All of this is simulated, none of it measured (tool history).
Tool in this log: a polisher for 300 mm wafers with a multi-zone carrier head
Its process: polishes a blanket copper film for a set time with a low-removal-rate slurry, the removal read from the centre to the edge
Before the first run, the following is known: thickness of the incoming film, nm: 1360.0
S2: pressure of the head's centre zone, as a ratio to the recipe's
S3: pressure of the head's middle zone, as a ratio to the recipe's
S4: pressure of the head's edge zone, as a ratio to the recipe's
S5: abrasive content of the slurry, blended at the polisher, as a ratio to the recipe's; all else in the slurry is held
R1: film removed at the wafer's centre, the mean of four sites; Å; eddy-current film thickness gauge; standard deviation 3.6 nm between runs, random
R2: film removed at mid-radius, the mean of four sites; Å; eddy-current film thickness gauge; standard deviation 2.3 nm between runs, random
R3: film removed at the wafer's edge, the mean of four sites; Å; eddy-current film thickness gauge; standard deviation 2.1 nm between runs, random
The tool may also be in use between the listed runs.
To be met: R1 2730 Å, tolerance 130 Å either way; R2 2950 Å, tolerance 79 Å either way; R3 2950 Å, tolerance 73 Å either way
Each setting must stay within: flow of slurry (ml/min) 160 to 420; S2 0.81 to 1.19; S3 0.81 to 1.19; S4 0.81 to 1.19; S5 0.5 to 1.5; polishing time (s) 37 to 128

{"run": 1, "hour": 0.0, "flow of slurry (ml/min)": 270, "S2": 1, "S3": 1, "S4": 1, "S5": 1, "polishing time (s)": 82, "R1": 2312.3, "R2": 2320.5, "R3": 2239.6}
{"run": 2, "hour": 8.8, "flow of slurry (ml/min)": 275, "S2": 1, "S3": 1.01, "S4": 1.02, "S5": 1.05, "polishing time (s)": 83, "R1": 2413.7, "R2": 2422.9, "R3": 2331.5}
{"run": 3, "hour": 14.5, "flow of slurry (ml/min)": 275, "S2": 1, "S3": 1.05, "S4": 1.02, "S5": 1.05, "polishing time (s)": 83, "R1": 2413.2, "R2": 2507.2, "R3": 2316.7}
{"run": 4, "hour": 20.0, "flow of slurry (ml/min)": 275, "S2": 1, "S3": 1.05, "S4": 1.02, "S5": 1.25, "polishing time (s)": 83, "R1": 2517, "R2": 2647.6, "R3": 2429.5}
{"run": 5, "hour": 21.2, "flow of slurry (ml/min)": 275, "S2": 0.92, "S3": 1.05, "S4": 1.02, "S5": 1.25, "polishing time (s)": 83, "R1": 2316, "R2": 2658.9, "R3": 2400.9}
{"run": 6, "hour": 24.3, "flow of slurry (ml/min)": 280, "S2": 0.92, "S3": 1.05, "S4": 1.04, "S5": 1.3, "polishing time (s)": 83, "R1": 2331.1, "R2": 2695.8, "R3": 2471.5}
{"run": 7, "hour": 25.9, "flow of slurry (ml/min)": 285, "S2": 0.93, "S3": 1.05, "S4": 1.06, "S5": 1.3, "polishing time (s)": 83, "R1": 2360.3, "R2": 2723.4, "R3": 2503}
{"hour": 28.8, "done": "worn pad replaced by a new one"}
{"run": 8, "hour": 28.8, "flow of slurry (ml/min)": 325, "S2": 0.98, "S3": 1, "S4": 1.16, "S5": 1.5, "polishing time (s)": 87, "R1": 3152.7, "R2": 3169.1, "R3": 3226.1}
{"run": 9, "hour": 37.3, "flow of slurry (ml/min)": 315, "S2": 0.98, "S3": 1, "S4": 1.16, "S5": 1.5, "polishing time (s)": 87, "R1": 3125.6, "R2": 3222.9, "R3": 3249.8}
{"run": 10, "hour": 42.4, "flow of slurry (ml/min)": 310, "S2": 0.97, "S3": 1, "S4": 1.15, "S5": 1.5, "polishing time (s)": 87, "R1": 3050.3, "R2": 3192.7, "R3": 3182.8}

5 next moves are on the table. One of them brings every result within its allowed miss. Which?
{"run": "A", "hour": 47.5, "flow of slurry (ml/min)": 310, "S2": 1.09, "S3": 1.12, "S4": 0.99, "S5": 1.5, "polishing time (s)": 88, "R1": "?", "R2": "?", "R3": "?"}
{"run": "B", "hour": 47.5, "flow of slurry (ml/min)": 245, "S2": 0.94, "S3": 0.99, "S4": 1.13, "S5": 1.25, "polishing time (s)": 88, "R1": "?", "R2": "?", "R3": "?"}
{"run": "C", "hour": 47.5, "flow of slurry (ml/min)": 285, "S2": 0.93, "S3": 1.14, "S4": 1.01, "S5": 1.5, "polishing time (s)": 83, "R1": "?", "R2": "?", "R3": "?"}
{"run": "D", "hour": 47.5, "flow of slurry (ml/min)": 230, "S2": 0.86, "S3": 1.03, "S4": 1.11, "S5": 1.5, "polishing time (s)": 82, "R1": "?", "R2": "?", "R3": "?"}
{"run": "E", "hour": 47.5, "flow of slurry (ml/min)": 230, "S2": 0.88, "S3": 1.05, "S4": 1.19, "S5": 1.45, "polishing time (s)": 99, "R1": "?", "R2": "?", "R3": "?"}

move=A R1=3445 R2=3585.6 R3=3038.3
move=B R1=2734.5 R2=2988.4 R3=2970.8
move=C R1=2742.2 R2=3406.1 R3=2865.2
move=D R1=2427.3 R2=3003.9 R3=2872.4
move=E R1=2971.8 R2=3651.5 R3=3525.5
A: further off than the last run
B: meets every target
C: moves the result that the last run missed by most past its target, out the other side
D: moves the result that the last run missed by most past its target, out the other side
E: further off than the last run
Correct choice: B, which meets every target

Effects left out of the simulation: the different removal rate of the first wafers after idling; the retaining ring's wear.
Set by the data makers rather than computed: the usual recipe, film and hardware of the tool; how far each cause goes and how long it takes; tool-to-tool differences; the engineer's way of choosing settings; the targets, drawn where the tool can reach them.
